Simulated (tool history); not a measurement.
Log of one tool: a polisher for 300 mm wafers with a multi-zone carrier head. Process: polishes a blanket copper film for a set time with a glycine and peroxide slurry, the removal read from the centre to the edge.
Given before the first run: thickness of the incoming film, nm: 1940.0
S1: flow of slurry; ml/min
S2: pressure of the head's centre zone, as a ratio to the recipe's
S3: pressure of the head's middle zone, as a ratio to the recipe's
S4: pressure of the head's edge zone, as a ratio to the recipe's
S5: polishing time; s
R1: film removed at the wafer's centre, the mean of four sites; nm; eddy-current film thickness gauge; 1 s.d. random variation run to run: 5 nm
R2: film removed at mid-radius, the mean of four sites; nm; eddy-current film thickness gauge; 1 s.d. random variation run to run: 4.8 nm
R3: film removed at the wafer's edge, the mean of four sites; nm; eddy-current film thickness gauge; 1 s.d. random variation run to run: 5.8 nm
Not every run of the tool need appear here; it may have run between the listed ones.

run  hour   S1    S2    S3    S4  S5      R1      R2      R3
  1     0  145     1     1     1  59  429.81  422.41  444.18
  2   7.5  145     1  0.96     1  59   437.5  413.54  440.95
  3  13.2  145     1  0.96     1  68  498.85  469.88  493.86
  4  17.2  145  1.02  0.93     1  68  508.06  453.84   502.8
  5  26.1  145  1.04  0.92  0.98  68  516.41  448.66  500.02
  6  32.6  145  1.05  0.91  0.96  68  521.82  457.46  498.23

Run 7, settings as shown, results not yet in. Your forecast:
  7  35.4  145  1.07  0.89  0.95  67   ?   ?   ?

{"run 7": {"R1": 520.82, "R2": 438.42, "R3": 474.6}}
